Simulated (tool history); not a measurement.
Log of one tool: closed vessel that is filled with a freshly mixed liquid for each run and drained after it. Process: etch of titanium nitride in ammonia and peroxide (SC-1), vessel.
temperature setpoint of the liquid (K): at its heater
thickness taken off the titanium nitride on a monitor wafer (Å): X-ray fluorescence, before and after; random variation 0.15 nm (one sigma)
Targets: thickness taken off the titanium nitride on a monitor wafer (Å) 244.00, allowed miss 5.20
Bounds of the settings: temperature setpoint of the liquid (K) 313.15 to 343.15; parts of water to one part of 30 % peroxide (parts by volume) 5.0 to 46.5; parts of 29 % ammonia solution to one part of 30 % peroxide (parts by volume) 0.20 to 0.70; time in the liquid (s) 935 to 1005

run    day  temperature setpoint of the liquid (K)  parts of water to one part of 30 % peroxide (parts by volume)  parts of 29 % ammonia solution to one part of 30 % peroxide (parts by volume)  time in the liquid (s)  thickness taken off the titanium nitride on a monitor wafer (Å)
  1  0.000                                  329.15                                                           25.5                                                                           0.40                     935                                                           335.85
  2  0.021                                  329.15                                                           20.0                                                                           0.40                     935                                                           380.71
  3  0.250                                  329.15                                                           20.0                                                                           0.50                     935                                                           404.39
  4  0.396                                  329.15                                                           20.0                                                                           0.45                     935                                                           393.37
  5  0.629                                  329.15                                                           12.5                                                                           0.45                     935                                                           503.11
  6  0.929                                  329.15                                                           12.5                                                                           0.55                     935                                                           523.19
  7  1.288                                  329.15                                                           12.5                                                                           0.55                     935                                                           528.50
  8  1.650                                  326.15                                                           12.5                                                                           0.55                     935                                                           429.49
  9  1.871                                  324.15                                                           12.5                                                                           0.55                     935                                                           377.08
 10  2.050                                  322.65                                                           12.5                                                                           0.55                     935                                                           340.66
 11  2.358                                  316.65                                                           12.5                                                                           0.55                     935                                                           222.67
 12  2.683                                  317.15                                                           12.5                                                                           0.55                     935                                                           228.48
 13  2.896                                  317.65                                                           12.5                                                                           0.55                     935                                                           237.57

Which of these 5 next moves meets every target?
  A  3.108                                  317.15                                                           11.5                                                                           0.60                     935                                                                ?
  B  3.108                                  315.65                                                            9.0                                                                           0.45                     935                                                                ?
  C  3.108                                  317.15                                                           13.0                                                                           0.50                     960                                                                ?
  D  3.108                                  317.65                                                           13.5                                                                           0.60                     935                                                                ?
  E  3.108                                  316.65                                                           12.5                                                                           0.55                     980                                                                ?

move  thickness taken off the titanium nitride on a monitor wafer (Å)
   A                                                           243.69
   B                                                           236.22
   C                                                           226.83
   D                                                           231.92
   E                                                           232.03
A: meets every target
B: further off than the last run
C: further off than the last run
D: further off than the last run
E: further off than the last run
Answer: A
